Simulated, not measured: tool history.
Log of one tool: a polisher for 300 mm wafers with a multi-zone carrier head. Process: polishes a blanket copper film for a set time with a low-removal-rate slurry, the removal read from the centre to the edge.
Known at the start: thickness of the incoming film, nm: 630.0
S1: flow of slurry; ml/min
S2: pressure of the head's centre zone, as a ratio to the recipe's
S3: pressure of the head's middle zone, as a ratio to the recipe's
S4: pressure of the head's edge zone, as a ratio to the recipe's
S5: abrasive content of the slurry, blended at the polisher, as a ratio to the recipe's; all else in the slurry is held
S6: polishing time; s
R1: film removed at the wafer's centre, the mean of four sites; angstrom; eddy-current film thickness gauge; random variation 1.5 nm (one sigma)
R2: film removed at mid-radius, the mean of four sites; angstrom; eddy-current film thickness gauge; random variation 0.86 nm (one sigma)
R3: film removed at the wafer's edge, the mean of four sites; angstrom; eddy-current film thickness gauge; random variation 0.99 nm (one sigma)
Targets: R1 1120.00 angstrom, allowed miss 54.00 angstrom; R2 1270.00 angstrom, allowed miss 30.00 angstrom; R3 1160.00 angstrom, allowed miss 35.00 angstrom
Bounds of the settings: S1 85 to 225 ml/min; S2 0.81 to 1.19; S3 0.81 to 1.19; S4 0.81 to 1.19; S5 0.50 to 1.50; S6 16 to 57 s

run	hour	S1	S2	S3	S4	S5	S6	R1	R2	R3
1	0.0	145	1.00	1.00	1.00	1.00	36	950.29	978.19	979.93
2	7.3	145	1.00	1.00	1.00	0.90	36	931.63	941.68	954.83
3	12.7	155	1.01	1.04	1.04	0.95	36	976.18	996.02	980.68
4	20.5	165	1.00	1.06	1.06	1.05	36	1019.40	1036.30	1021.80
5	22.2	170	0.98	1.09	1.07	1.15	36	1003.50	1068.80	1056.00
# hour 27.6: slurry nozzle cleaned
6	27.6	175	0.98	1.11	1.06	1.20	36	1077.60	1146.60	1092.90
7	34.5	185	0.97	1.12	1.06	1.20	36	1071.90	1176.80	1111.60
8	35.5	190	0.97	1.12	1.06	1.20	36	1088.10	1166.00	1127.90

5 next moves are on the table. One of them brings every result within its allowed miss. Which?
A	36.5	205	1.07	1.09	0.96	1.15	37	?	?	?
B	36.5	190	0.91	1.07	1.08	1.35	39	?	?	?
C	36.5	135	0.98	1.19	1.04	1.25	39	?	?	?
D	36.5	195	0.91	1.17	0.93	1.25	40	?	?	?
E	36.5	175	1.03	1.15	0.99	1.10	38	?	?	?

move	R1	R2	R3
A	1250.10	1174.60	1085.60
B	1147.50	1258.20	1247.50
C	1146.80	1249.10	1157.40
D	1161.60	1341.30	1171.60
E	1194.50	1206.40	1102.00
A: nearer than the last run, and not there yet
B: brings the result that was furthest off to its target, and leaves another outside
C: meets every target
D: takes the result that was furthest off past its target
E: nearer than the last run, and not there yet
The right move is C.
